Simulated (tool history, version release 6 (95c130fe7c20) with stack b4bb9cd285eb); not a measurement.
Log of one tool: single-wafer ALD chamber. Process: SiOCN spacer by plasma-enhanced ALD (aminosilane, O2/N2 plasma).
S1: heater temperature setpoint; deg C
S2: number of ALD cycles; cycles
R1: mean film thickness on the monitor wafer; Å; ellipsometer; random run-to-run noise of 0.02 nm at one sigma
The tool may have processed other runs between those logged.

run    day   S1   S2      R1
  1  0.000  390  114  70.727
  2  0.146  390  124  77.067
  3  0.483  384  124  76.819
  4  0.512  384  115  71.290
  5  0.625  380  115  71.421
  6  0.775  380  110  67.776
  7  0.804  380  107  66.777

Expected results for the next run?
  8  0.950  380  104   ?

Run 8 yielded R1 64.441 Å.
